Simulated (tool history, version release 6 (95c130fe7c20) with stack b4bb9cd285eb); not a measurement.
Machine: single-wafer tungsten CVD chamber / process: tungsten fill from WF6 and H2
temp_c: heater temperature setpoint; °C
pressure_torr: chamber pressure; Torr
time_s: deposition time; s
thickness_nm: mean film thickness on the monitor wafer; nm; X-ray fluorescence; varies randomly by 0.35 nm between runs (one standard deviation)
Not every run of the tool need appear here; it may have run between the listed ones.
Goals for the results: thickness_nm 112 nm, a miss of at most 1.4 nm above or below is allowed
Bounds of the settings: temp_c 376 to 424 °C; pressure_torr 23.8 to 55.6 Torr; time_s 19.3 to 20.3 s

run    day  temp_c  pressure_torr  time_s  thickness_nm
  1      0     400           39.7    20.3        71.654
  2  0.117     404           39.9    20.3        77.687
  3  0.267     404           45.2    20.3        82.789
  4  0.408     406           45.2    20.3        86.537
  5  0.712     406           45.2    19.3        82.272
  6  0.796     402           45.2    19.3         76.28
  7  0.892     405           45.2    19.3        81.043
  8  0.992     407           45.2    19.3         83.64
  9  1.246     409           45.2    19.3        87.019
 10  1.596     411           45.2    19.3        90.349
 11  1.746     411           45.2    19.3        90.302
 12  2.038     413           45.2    19.3        93.755
 13  2.404     414           45.2    19.3        95.498
 14  2.775     415           45.2    19.3        97.507
 15  2.929     416           45.2    19.3        99.812
 16  3.125     416           45.2    19.3        99.552
 17  3.354     417           45.2    19.3        100.89
 18  3.675     417           45.2    19.3        100.89
 19  3.792     418           45.2    19.3         103.2
 20  3.871     419           45.2    19.3        104.59
 21  4.079     424           45.3    19.3        114.02

Pick the move, out of 4, that brings all results within their allowed miss; only one does.
  A  4.288     420           45.5    20.3             ?
  B  4.288     424           43.7    20.2             ?
  C  4.288     423           47.9    19.3             ?
  D  4.288     422           45.6    20.3             ?

move  thickness_nm
   A        111.95
   B        116.37
   C        114.89
   D        115.82
A: meets every target
B: the biggest miss grows against the last run
C: the biggest miss grows against the last run
D: the biggest miss grows against the last run
Answer: A
